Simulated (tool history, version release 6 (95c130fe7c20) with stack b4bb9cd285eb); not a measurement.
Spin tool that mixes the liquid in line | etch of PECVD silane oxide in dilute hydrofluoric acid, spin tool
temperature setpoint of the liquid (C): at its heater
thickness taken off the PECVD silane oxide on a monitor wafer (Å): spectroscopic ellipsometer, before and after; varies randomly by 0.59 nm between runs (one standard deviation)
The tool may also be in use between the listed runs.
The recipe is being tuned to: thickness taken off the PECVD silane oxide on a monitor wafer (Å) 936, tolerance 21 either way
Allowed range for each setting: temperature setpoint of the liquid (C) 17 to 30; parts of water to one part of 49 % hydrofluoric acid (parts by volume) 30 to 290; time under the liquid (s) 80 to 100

| run | day | temperature setpoint of the liquid (C) | parts of water to one part of 49 % hydrofluoric acid (parts by volume) | time under the liquid (s) | thickness taken off the PECVD silane oxide on a monitor wafer (Å) |
|---|---|---|---|---|---|
| 1 | 0 | 22 | 160 | 100 | 268.87 |
| 2 | 0.067 | 24 | 125 | 100 | 380.4 |
| 3 | 0.204 | 25.5 | 100 | 100 | 529.4 |
| 4 | 0.408 | 25.5 | 100 | 80 | 416.46 |
| 5 | 0.446 | 25.5 | 100 | 80 | 423.44 |
| 6 | 0.596 | 23.5 | 100 | 80 | 392.92 |
| 7 | 0.808 | 25 | 80 | 80 | 532.37 |
| 8 | 1.029 | 25 | 80 | 80 | 532.79 |
| 9 | 1.208 | 26 | 70 | 80 | 638.81 |
| 10 | 1.358 | 27 | 65 | 80 | 724.97 |
| 11 | 1.583 | 28 | 65 | 80 | 750.25 |
| 12 | 1.612 | 28.5 | 60 | 80 | 846.78 |
| 13 | 1.971 | 29 | 60 | 80 | 852.52 |
| 14 | 2.183 | 29.5 | 60 | 80 | 870.16 |
| 15 | 2.446 | 30 | 50 | 80 | 1086.2 |
| 16 | 2.588 | 27.5 | 50 | 80 | 960.66 |

Exercise: of the 4 proposed moves below, exactly one satisfies all targets within the stated allowed misses. Which move is it?
| A | 2.729 | 27.5 | 55 | 90 | ? |
| B | 2.729 | 22.5 | 50 | 100 | ? |
| C | 2.729 | 29.5 | 65 | 100 | ? |
| D | 2.729 | 27.5 | 55 | 85 | ? |

| move | thickness taken off the PECVD silane oxide on a monitor wafer (Å) |
|---|---|
| A | 995.84 |
| B | 999.55 |
| C | 998.26 |
| D | 940.51 |
A: its largest miss is bigger than the last run's
B: its largest miss is bigger than the last run's
C: its largest miss is bigger than the last run's
D: each result inside its tolerance
Answer: D
